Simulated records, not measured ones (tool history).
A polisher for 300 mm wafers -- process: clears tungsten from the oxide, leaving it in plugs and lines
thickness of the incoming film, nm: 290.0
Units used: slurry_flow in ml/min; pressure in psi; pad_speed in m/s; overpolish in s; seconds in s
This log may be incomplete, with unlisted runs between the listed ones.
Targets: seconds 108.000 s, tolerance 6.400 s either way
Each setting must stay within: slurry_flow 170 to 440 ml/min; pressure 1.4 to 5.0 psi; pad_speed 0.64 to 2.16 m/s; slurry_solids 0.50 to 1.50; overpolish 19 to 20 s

run    day  slurry_flow  pressure  pad_speed  slurry_solids  overpolish  seconds
  1  0.000          280       3.2       1.40           1.00          19   70.614
  2  0.129          280       3.2       1.70           1.00          19   56.462
  3  0.354          280       2.5       1.70           1.00          19   72.399
  4  0.671          280       2.3       1.70           1.00          19   79.187
  5  0.992          280       2.3       1.70           1.00          19   77.000
  6  1.200          280       2.3       1.70           1.10          19   76.407
  7  1.312          280       2.2       1.68           1.10          19   78.373
  8  1.658          280       2.1       1.66           1.10          19   83.476
  9  1.871          280       2.0       1.66           1.10          19   89.222
 10  1.954          280       1.9       1.66           1.10          19   93.788

Consider the 5 candidate settings below. Which is the only one whose results all fall within their allowed miss of target?
  A  2.038          270       3.3       1.28           0.90          19        ?
  B  2.038          250       1.9       1.56           0.90          20        ?
  C  2.038          245       2.3       1.56           1.15          19        ?
  D  2.038          305       2.4       1.62           1.00          19        ?
  E  2.038          255       1.8       1.96           1.45          20        ?

move  seconds
   A   73.266
   B  103.510
   C   81.341
   D   76.501
   E   77.335
A: further off than the last run
B: in spec on every target
C: further off than the last run
D: further off than the last run
E: further off than the last run
Answer: B

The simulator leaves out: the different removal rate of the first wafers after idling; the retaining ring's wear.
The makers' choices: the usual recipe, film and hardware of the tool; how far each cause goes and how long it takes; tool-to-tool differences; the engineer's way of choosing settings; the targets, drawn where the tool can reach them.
